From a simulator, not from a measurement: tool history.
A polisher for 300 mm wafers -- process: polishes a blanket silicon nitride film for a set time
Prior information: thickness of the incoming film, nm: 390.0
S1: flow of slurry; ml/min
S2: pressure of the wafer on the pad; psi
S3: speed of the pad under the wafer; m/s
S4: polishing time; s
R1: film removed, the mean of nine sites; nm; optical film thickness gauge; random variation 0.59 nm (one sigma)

Run 1, hour 0.0: S1 180 ml/min, S2 4.6 psi, S3 0.86 m/s, S4 37 s. Result: R1 77.076 nm.
Run 2, hour 4.9: S1 180 ml/min, S2 4.6 psi, S3 0.86 m/s, S4 33 s. Result: R1 68.759 nm.
Run 3, hour 6.6: S1 195 ml/min, S2 4.9 psi, S3 0.86 m/s, S4 33 s. Result: R1 75.048 nm.
Run 4, hour 12.3: S1 195 ml/min, S2 4.9 psi, S3 0.86 m/s, S4 33 s. Result: R1 73.733 nm.
Run 5, hour 16.9: S1 195 ml/min, S2 4.9 psi, S3 0.86 m/s, S4 33 s. Result: R1 73.881 nm.
Run 6, hour 23.3: S1 165 ml/min, S2 4.9 psi, S3 0.86 m/s, S4 33 s. Result: R1 72.494 nm.

What does the tool deliver on the next run?
Run 7, hour 31.8: S1 180 ml/min, S2 5.1 psi, S3 0.86 m/s, S4 33 s. Result: R1 ?.

{"run 7": {"R1": 76.263}}
